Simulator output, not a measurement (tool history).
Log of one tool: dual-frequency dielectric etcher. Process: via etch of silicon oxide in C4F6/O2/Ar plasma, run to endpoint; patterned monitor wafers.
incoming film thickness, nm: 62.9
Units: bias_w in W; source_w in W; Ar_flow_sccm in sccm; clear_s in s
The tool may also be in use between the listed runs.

run 1 day=0.000 | bias_w=615 source_w=280 Ar_flow_sccm=335 | clear_s=14.118
run 2 day=0.279 | bias_w=615 source_w=330 Ar_flow_sccm=335 | clear_s=13.353
run 3 day=0.546 | bias_w=615 source_w=310 Ar_flow_sccm=335 | clear_s=13.652
run 4 day=0.617 | bias_w=545 source_w=310 Ar_flow_sccm=335 | clear_s=14.397
run 5 day=0.925 | bias_w=545 source_w=310 Ar_flow_sccm=361 | clear_s=14.368
run 6 day=1.179 | bias_w=526 source_w=300 Ar_flow_sccm=362 | clear_s=15.090

Run 7 comes next. What will it give?
run 7 day=1.271 | bias_w=511 source_w=300 Ar_flow_sccm=364 | clear_s=?

Run 7 gave clear_s 14.870 s.
